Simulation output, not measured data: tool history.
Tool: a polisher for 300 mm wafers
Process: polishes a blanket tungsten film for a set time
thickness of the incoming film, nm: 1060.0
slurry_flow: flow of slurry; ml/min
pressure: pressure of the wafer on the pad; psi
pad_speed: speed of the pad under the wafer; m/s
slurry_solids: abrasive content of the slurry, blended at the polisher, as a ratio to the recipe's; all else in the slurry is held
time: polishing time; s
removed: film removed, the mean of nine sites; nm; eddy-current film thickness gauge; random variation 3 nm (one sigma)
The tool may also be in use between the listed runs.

{"run": 1, "hour": 0.0, "slurry_flow": 320, "pressure": 3.4, "pad_speed": 0.86, "slurry_solids": 1, "time": 57, "removed": 188.69}
{"run": 2, "hour": 8.6, "slurry_flow": 320, "pressure": 3.4, "pad_speed": 0.86, "slurry_solids": 1.15, "time": 57, "removed": 196.47}
{"run": 3, "hour": 9.1, "slurry_flow": 320, "pressure": 3.5, "pad_speed": 0.86, "slurry_solids": 1.15, "time": 57, "removed": 204.58}
{"run": 4, "hour": 11.7, "slurry_flow": 400, "pressure": 3.5, "pad_speed": 0.86, "slurry_solids": 1.15, "time": 57, "removed": 208.64}
{"run": 5, "hour": 14.2, "slurry_flow": 400, "pressure": 3.5, "pad_speed": 0.86, "slurry_solids": 1.3, "time": 57, "removed": 209.39}
{"run": 6, "hour": 19.5, "slurry_flow": 400, "pressure": 3.5, "pad_speed": 0.86, "slurry_solids": 1.2, "time": 57, "removed": 209.17}
{"run": 7, "hour": 21.0, "slurry_flow": 400, "pressure": 3.6, "pad_speed": 0.86, "slurry_solids": 1.2, "time": 57, "removed": 211.65}
{"run": 8, "hour": 25.0, "slurry_flow": 400, "pressure": 3.7, "pad_speed": 0.86, "slurry_solids": 1.2, "time": 57, "removed": 218.08}
{"hour": 29.1, "done": "slurry nozzle cleaned"}
{"run": 9, "hour": 29.1, "slurry_flow": 400, "pressure": 3.8, "pad_speed": 0.86, "slurry_solids": 1.2, "time": 57, "removed": 233.05}
{"run": 10, "hour": 34.7, "slurry_flow": 400, "pressure": 4, "pad_speed": 0.86, "slurry_solids": 1.2, "time": 57, "removed": 252.07}

The next listed run, before its measurement:
{"run": 11, "hour": 36.3, "slurry_flow": 400, "pressure": 4.1, "pad_speed": 0.86, "slurry_solids": 1.2, "time": 57, "removed": "?"}

{"run 11": {"removed": 258.31}}
